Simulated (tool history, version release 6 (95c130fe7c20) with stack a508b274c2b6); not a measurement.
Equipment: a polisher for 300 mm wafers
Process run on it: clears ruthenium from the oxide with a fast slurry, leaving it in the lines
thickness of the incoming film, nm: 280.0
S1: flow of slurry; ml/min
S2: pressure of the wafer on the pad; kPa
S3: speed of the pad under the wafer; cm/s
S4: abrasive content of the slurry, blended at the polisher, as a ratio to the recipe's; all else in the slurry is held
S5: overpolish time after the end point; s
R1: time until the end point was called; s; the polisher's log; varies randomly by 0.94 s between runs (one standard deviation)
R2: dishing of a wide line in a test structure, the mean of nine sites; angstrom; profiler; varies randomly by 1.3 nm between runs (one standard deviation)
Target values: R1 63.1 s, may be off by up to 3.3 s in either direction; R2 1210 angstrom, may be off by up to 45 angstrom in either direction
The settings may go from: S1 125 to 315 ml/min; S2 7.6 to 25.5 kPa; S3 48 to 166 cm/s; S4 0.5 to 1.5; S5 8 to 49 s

| run | hour | S1 | S2 | S3 | S4 | S5 | R1 | R2 |
|---|---|---|---|---|---|---|---|---|
| 1 | 0 | 205 | 16.5 | 106 | 1 | 25 | 87.072 | 604.62 |
| 2 | 6 | 235 | 16.5 | 106 | 1 | 25 | 88.868 | 634.09 |
| 3 | 7 | 235 | 16.5 | 94 | 1 | 25 | 98.514 | 567.32 |
| 4 | 11 | 235 | 18.6 | 94 | 1 | 25 | 84.901 | 637.5 |
| 5 | 12.2 | 235 | 20.7 | 94 | 1 | 25 | 76.613 | 691.25 |
| 6 | 14 | 235 | 20.7 | 112 | 1 | 25 | 64.842 | 789.97 |
| 7 | 22.7 | 245 | 20.7 | 112 | 1 | 29 | 63.344 | 888.71 |
| 8 | 29.2 | 245 | 20.7 | 112 | 1 | 29 | 65.433 | 877.2 |
| 9 | 37.8 | 225 | 21.4 | 112 | 1 | 39 | 62.337 | 1121.3 |
| 10 | 41.9 | 230 | 21.4 | 112 | 1 | 40 | 62.772 | 1164.3 |
| 11 | 47.2 | 235 | 21.4 | 112 | 1 | 40 | 63.924 | 1168.3 |
| 12 | 50.3 | 240 | 21.4 | 112 | 1 | 40 | 63.527 | 1184.1 |
| 13 | 51.1 | 245 | 21.4 | 112 | 1 | 40 | 62.973 | 1173.2 |

Consider the 4 candidate settings below. Which is the only one whose results all fall within their allowed miss of target?
| A | 51.9 | 280 | 22.8 | 110 | 1.15 | 36 | ? | ? |
| B | 51.9 | 250 | 19.3 | 138 | 0.75 | 40 | ? | ? |
| C | 51.9 | 280 | 19.3 | 114 | 0.95 | 41 | ? | ? |
| D | 51.9 | 230 | 20.7 | 114 | 1.1 | 41 | ? | ? |

| move | R1 | R2 |
|---|---|---|
| A | 56.685 | 1186.5 |
| B | 67.487 | 1128.6 |
| C | 70.465 | 1113.3 |
| D | 62.619 | 1212.6 |
A: corrects the largest miss of the last run, while another result sits out of spec
B: misses by more than the last run did
C: misses by more than the last run did
D: in spec on every target
D meets every target.
